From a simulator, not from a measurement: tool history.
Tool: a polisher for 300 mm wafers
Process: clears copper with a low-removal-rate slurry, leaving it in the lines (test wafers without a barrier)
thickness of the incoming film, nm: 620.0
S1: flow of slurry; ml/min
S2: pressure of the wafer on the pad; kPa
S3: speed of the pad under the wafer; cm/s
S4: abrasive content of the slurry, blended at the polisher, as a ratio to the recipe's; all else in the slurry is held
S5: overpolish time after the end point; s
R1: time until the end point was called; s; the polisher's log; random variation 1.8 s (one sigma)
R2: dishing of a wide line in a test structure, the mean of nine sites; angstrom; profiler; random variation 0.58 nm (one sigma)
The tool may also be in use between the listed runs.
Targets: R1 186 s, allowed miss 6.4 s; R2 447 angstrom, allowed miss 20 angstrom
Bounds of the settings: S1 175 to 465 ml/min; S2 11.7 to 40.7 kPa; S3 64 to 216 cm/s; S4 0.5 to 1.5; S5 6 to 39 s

Run 1, hour 0: S1 295 ml/min, S2 26.2 kPa, S3 140 cm/s, S4 1, S5 20 s. Result: R1 126.97 s, R2 559.83 angstrom.
Run 2, hour 7.9: S1 295 ml/min, S2 31 kPa, S3 140 cm/s, S4 1, S5 20 s. Result: R1 108.92 s, R2 651.13 angstrom.
Run 3, hour 8.8: S1 295 ml/min, S2 33.1 kPa, S3 140 cm/s, S4 1, S5 20 s. Result: R1 101.25 s, R2 674.43 angstrom.
Run 4, hour 17.6: S1 295 ml/min, S2 33.1 kPa, S3 140 cm/s, S4 1.15, S5 20 s. Result: R1 99.16 s, R2 685.6 angstrom.
Run 5, hour 20.2: S1 295 ml/min, S2 31 kPa, S3 140 cm/s, S4 1.15, S5 20 s. Result: R1 106.76 s, R2 672.33 angstrom.
Run 6, hour 27.5: S1 295 ml/min, S2 36.5 kPa, S3 140 cm/s, S4 1.15, S5 20 s. Result: R1 89.946 s, R2 747.86 angstrom.
Run 7, hour 33.6: S1 295 ml/min, S2 34.5 kPa, S3 140 cm/s, S4 1.15, S5 20 s. Result: R1 93.424 s, R2 708.24 angstrom.
Run 8, hour 41.7: S1 295 ml/min, S2 32.4 kPa, S3 140 cm/s, S4 1.15, S5 20 s. Result: R1 102.15 s, R2 680.16 angstrom.
Run 9, hour 46.3: S1 295 ml/min, S2 32.4 kPa, S3 140 cm/s, S4 1.15, S5 20 s. Result: R1 101.19 s, R2 680.08 angstrom.
Run 10, hour 52.5: S1 295 ml/min, S2 30.3 kPa, S3 140 cm/s, S4 1.15, S5 20 s. Result: R1 107.29 s, R2 637.5 angstrom.
Run 11, hour 56.4: S1 295 ml/min, S2 29 kPa, S3 140 cm/s, S4 1.15, S5 20 s. Result: R1 113.29 s, R2 617.6 angstrom.
Run 12, hour 63.2: S1 295 ml/min, S2 27.6 kPa, S3 140 cm/s, S4 1.15, S5 20 s. Result: R1 117.85 s, R2 612.83 angstrom.
Run 13, hour 72.1: S1 295 ml/min, S2 26.2 kPa, S3 140 cm/s, S4 1.15, S5 20 s. Result: R1 125.93 s, R2 576.12 angstrom.
Run 14, hour 75: S1 295 ml/min, S2 26.2 kPa, S3 140 cm/s, S4 1.15, S5 20 s. Result: R1 124.67 s, R2 574.81 angstrom.
Run 15, hour 79.9: S1 295 ml/min, S2 24.8 kPa, S3 140 cm/s, S4 1.15, S5 20 s. Result: R1 131.41 s, R2 549.59 angstrom.

4 next moves are on the table. One of them brings every result within its allowed miss. Which?
Run A, hour 84.8: S1 300 ml/min, S2 20 kPa, S3 118 cm/s, S4 1.15, S5 25 s. Result: R1 ?, R2 ?.
Run B, hour 84.8: S1 225 ml/min, S2 21.4 kPa, S3 112 cm/s, S4 1.1, S5 21 s. Result: R1 ?, R2 ?.
Run C, hour 84.8: S1 300 ml/min, S2 25.5 kPa, S3 162 cm/s, S4 1.25, S5 22 s. Result: R1 ?, R2 ?.
Run D, hour 84.8: S1 340 ml/min, S2 20.7 kPa, S3 110 cm/s, S4 1.2, S5 18 s. Result: R1 ?, R2 ?.

move      R1      R2
   A  187.44  495.48
   B   188.1  438.28
   C  114.39  649.68
   D  187.89  388.74
A: brings the result that was furthest off to its target, and leaves another outside
B: meets every target
C: further off than the last run
D: brings the result that was furthest off to its target, and leaves another outside
Move B is the one to make.

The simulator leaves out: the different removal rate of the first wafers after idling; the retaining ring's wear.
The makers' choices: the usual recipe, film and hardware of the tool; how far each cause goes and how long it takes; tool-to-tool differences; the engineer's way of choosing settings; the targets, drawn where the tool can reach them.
